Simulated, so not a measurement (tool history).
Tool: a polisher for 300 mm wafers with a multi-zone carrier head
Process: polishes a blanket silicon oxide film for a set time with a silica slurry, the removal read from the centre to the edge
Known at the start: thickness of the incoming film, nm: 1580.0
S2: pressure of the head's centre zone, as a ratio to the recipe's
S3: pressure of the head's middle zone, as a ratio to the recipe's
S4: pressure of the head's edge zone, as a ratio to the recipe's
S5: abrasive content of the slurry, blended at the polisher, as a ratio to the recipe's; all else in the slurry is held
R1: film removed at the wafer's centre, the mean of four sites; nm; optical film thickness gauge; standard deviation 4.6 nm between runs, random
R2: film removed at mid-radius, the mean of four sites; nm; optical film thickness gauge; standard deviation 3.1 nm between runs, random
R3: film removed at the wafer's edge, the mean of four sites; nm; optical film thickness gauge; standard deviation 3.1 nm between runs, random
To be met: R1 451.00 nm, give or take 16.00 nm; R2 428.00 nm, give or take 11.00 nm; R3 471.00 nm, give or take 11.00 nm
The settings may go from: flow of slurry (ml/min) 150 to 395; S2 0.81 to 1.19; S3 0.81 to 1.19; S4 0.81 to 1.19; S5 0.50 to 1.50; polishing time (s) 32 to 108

run 1 hour=0.0 | flow_of_slurry_(ml/min)=250 S2=1.00 S3=1.00 S4=1.00 S5=1.00 polishing_time_(s)=70 | R1=311.97 R2=317.41 R3=309.44
run 2 hour=1.3 | flow_of_slurry_(ml/min)=255 S2=1.01 S3=0.99 S4=1.04 S5=1.15 polishing_time_(s)=72 | R1=353.92 R2=351.14 R3=346.42
run 3 hour=2.1 | flow_of_slurry_(ml/min)=255 S2=0.98 S3=0.99 S4=1.04 S5=1.15 polishing_time_(s)=72 | R1=339.19 R2=350.81 R3=341.26
run 4 hour=3.9 | flow_of_slurry_(ml/min)=255 S2=0.98 S3=0.99 S4=1.04 S5=1.30 polishing_time_(s)=72 | R1=354.47 R2=373.38 R3=366.76
run 5 hour=7.3 | flow_of_slurry_(ml/min)=255 S2=0.99 S3=0.97 S4=1.07 S5=1.35 polishing_time_(s)=74 | R1=373.05 R2=383.81 R3=390.57
run 6 hour=15.3 | flow_of_slurry_(ml/min)=255 S2=0.99 S3=1.04 S4=1.07 S5=1.35 polishing_time_(s)=74 | R1=384.28 R2=410.50 R3=384.11
run 7 hour=20.5 | flow_of_slurry_(ml/min)=270 S2=1.00 S3=1.01 S4=1.10 S5=1.40 polishing_time_(s)=75 | R1=395.47 R2=403.38 R3=403.12
run 8 hour=28.5 | flow_of_slurry_(ml/min)=275 S2=1.01 S3=1.00 S4=1.12 S5=1.45 polishing_time_(s)=77 | R1=422.05 R2=426.28 R3=431.28
run 9 hour=32.8 | flow_of_slurry_(ml/min)=275 S2=1.01 S3=1.00 S4=1.12 S5=1.45 polishing_time_(s)=77 | R1=415.32 R2=427.91 R3=424.72
run 10 hour=37.4 | flow_of_slurry_(ml/min)=275 S2=1.01 S3=1.00 S4=1.12 S5=1.45 polishing_time_(s)=77 | R1=419.98 R2=424.25 R3=429.46

4 next moves are on the table. One of them brings every result within its allowed miss. Which?
run A hour=42.0 | flow_of_slurry_(ml/min)=380 S2=1.09 S3=1.07 S4=0.92 S5=1.15 polishing_time_(s)=79 | R1=? R2=? R3=?
run B hour=42.0 | flow_of_slurry_(ml/min)=305 S2=1.13 S3=1.19 S4=1.08 S5=1.45 polishing_time_(s)=69 | R1=? R2=? R3=?
run C hour=42.0 | flow_of_slurry_(ml/min)=265 S2=1.03 S3=0.94 S4=1.18 S5=1.50 polishing_time_(s)=82 | R1=? R2=? R3=?
run D hour=42.0 | flow_of_slurry_(ml/min)=315 S2=1.19 S3=1.10 S4=1.06 S5=1.30 polishing_time_(s)=75 | R1=? R2=? R3=?

move=A R1=434.05 R2=425.24 R3=369.34
move=B R1=427.64 R2=443.04 R3=380.72
move=C R1=460.46 R2=430.08 R3=475.88
move=D R1=468.71 R2=430.76 R3=392.72
A: misses by more than the last run did
B: misses by more than the last run did
C: each result inside its tolerance
D: misses by more than the last run did
Answer: C

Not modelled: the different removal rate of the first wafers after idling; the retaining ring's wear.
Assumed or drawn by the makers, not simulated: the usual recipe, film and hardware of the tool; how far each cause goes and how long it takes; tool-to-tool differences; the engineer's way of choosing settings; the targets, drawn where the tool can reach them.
